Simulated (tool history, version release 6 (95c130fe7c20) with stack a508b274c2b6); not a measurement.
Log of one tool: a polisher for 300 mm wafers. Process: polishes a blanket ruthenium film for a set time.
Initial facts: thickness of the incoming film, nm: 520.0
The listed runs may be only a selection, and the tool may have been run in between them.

run  hour  flow of slurry (ml/min)  pressure of the wafer on the pad (psi)  speed of the pad under the wafer (m/s)  polishing time (s)  film removed (Å)
  1   0.0                      305                                     2.4                                    1.10                  63           1001.70
  2   1.3                      305                                     2.4                                    0.84                  63            850.51
  3   2.5                      305                                     2.8                                    0.84                  63            986.58
  4   7.2                      305                                     3.0                                    0.86                  63           1056.20
  5  13.6                      265                                     3.0                                    0.86                  63           1049.90
  6  22.1                      265                                     3.0                                    0.64                  63            917.01

Predict the results of run 7:
  7  28.5                      265                                     3.2                                    0.68                  63                 ?

film removed (Å): 1017.60

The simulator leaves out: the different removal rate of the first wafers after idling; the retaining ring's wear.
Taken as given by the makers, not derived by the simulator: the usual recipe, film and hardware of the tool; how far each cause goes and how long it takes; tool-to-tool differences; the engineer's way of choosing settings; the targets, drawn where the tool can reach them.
